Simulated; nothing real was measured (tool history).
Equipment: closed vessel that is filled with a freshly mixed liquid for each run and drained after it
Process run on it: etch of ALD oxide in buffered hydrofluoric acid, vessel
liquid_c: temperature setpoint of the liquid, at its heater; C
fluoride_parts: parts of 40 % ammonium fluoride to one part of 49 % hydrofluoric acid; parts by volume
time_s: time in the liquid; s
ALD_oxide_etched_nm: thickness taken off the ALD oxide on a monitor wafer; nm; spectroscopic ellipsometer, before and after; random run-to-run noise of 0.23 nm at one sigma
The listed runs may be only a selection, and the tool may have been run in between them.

{"run": 1, "hour": 0.0, "liquid_c": 22, "fluoride_parts": 19.5, "time_s": 30, "ALD_oxide_etched_nm": 14.75}
{"run": 2, "hour": 3.8, "liquid_c": 19.5, "fluoride_parts": 19.5, "time_s": 30, "ALD_oxide_etched_nm": 12.826}
{"run": 3, "hour": 10.2, "liquid_c": 19.5, "fluoride_parts": 17.5, "time_s": 30, "ALD_oxide_etched_nm": 14.13}
{"run": 4, "hour": 13.4, "liquid_c": 19.5, "fluoride_parts": 12, "time_s": 30, "ALD_oxide_etched_nm": 20.26}
{"run": 5, "hour": 17.0, "liquid_c": 20, "fluoride_parts": 12, "time_s": 30, "ALD_oxide_etched_nm": 20.935}
{"run": 6, "hour": 24.3, "liquid_c": 20, "fluoride_parts": 12, "time_s": 30, "ALD_oxide_etched_nm": 21.385}

For run 7, what comes out?
{"run": 7, "hour": 29.0, "liquid_c": 20.5, "fluoride_parts": 12, "time_s": 30, "ALD_oxide_etched_nm": "?"}

ALD_oxide_etched_nm: 21.598 nm
